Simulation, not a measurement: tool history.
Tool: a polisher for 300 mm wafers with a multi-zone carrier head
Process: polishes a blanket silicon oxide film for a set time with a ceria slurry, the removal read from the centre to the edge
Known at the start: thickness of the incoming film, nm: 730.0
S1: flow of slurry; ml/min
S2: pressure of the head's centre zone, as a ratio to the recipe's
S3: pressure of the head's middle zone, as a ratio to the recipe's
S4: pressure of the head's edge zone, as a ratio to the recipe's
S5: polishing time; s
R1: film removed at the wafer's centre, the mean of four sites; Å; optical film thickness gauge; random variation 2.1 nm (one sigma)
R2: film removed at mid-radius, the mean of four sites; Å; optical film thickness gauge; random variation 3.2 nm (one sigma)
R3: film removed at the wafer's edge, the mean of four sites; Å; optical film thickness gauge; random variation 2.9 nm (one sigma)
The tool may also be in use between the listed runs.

run,hour,S1,S2,S3,S4,S5,R1,R2,R3
1,0,200,1,1,1,60,2384.4,2435.4,2509.7
2,5.6,200,1,1,1,50,1980.7,1974,2077.5
3,13.4,205,0.99,1.02,1.02,52,2078.6,2104.6,2156.3
4,14.5,205,0.99,1.02,1.02,63,2494.2,2554.6,2639.7
5,19.3,205,0.99,1.06,1.02,63,2536.2,2640.6,2633.6
6,21,230,0.99,1.06,1.02,63,2554.3,2691.5,2634.1

Run 7 comes next. What will it give?
7,28.3,230,0.97,1.06,1.03,64,?,?,?

{"run 7": {"R1": 2532.2, "R2": 2710.2, "R3": 2741.8}}

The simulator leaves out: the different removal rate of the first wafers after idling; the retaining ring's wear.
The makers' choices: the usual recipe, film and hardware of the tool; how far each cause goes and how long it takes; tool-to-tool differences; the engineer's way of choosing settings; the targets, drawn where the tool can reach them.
